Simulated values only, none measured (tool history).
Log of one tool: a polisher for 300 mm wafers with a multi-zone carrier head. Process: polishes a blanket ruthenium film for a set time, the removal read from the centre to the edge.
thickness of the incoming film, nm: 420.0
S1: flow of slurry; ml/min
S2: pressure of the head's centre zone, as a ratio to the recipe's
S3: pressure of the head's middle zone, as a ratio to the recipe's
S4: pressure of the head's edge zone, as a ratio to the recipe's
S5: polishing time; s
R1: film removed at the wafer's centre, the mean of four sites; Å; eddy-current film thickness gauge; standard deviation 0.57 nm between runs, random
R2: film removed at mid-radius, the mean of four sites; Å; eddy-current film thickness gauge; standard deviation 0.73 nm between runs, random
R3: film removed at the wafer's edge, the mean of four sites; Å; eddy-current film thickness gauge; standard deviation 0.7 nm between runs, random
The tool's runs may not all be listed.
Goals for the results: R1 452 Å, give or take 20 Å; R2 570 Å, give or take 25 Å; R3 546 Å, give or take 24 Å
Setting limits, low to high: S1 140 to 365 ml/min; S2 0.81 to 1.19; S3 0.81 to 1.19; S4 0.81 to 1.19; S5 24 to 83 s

run  hour   S1    S2    S3    S4  S5      R1      R2      R3
  1     0  235     1     1     1  53  439.25  432.06  446.06
  2   7.4  235     1     1     1  41  346.03  342.35  348.57
  3  11.3  235     1     1     1  48  399.51  387.49  407.45
  4  19.8  235  0.99  1.02  1.01  49  406.76  405.87  416.53
  5  24.7  235  1.06  1.02  1.01  49  436.31  402.15  418.03
  6  29.7  235  1.06  0.95  1.01  49   437.4  388.87  415.08
  7  36.6  265  0.96  1.05  1.02  64  522.14  552.62  551.32
  8  45.4  265  0.95  1.06  1.02  64  516.48  570.85  554.14
  9  48.9  265  0.94  1.06  1.02  64  513.02  562.06  558.55
 10  54.1  265  0.93  1.06  1.02  64  514.78  555.32   550.9
 11  63.1  265  0.92  1.07  1.03  64  499.85  568.44     572
 12  68.4  265  0.91  1.07  1.02  64  499.38  564.69  551.85
 13  69.8  265   0.9  1.07  1.02  64  494.36  565.86  553.29
 14  74.4  265  0.89  1.07  1.02  64  497.33  565.55  573.11
 15  75.8  265  0.89  1.08  1.02  64  491.83  566.78  553.21
 16  79.2  265  0.88  1.08  1.02  64  479.95  577.62  557.72

Which one of the following 4 next-run settings gets every result inside its allowed miss? There is exactly one.
  A  82.6  360  0.89   1.1  0.89  65   ?   ?   ?
  B  82.6  215  0.81  1.19  1.15  60   ?   ?   ?
  C  82.6  300  0.81  1.05  0.93  66   ?   ?   ?
  D  82.6  250  0.91  1.18  0.96  59   ?   ?   ?

move      R1      R2      R3
   A  519.38  600.04  542.51
   B  413.49  564.53  546.25
   C  471.49  577.26  556.08
   D  465.47  559.85  497.19
A: moves away from the targets compared with the last run
B: moves the result that the last run missed by most past its target, out the other side
C: all results in spec
D: brings the result that was furthest off to its target, and leaves another outside
Go with C: it meets all targets.

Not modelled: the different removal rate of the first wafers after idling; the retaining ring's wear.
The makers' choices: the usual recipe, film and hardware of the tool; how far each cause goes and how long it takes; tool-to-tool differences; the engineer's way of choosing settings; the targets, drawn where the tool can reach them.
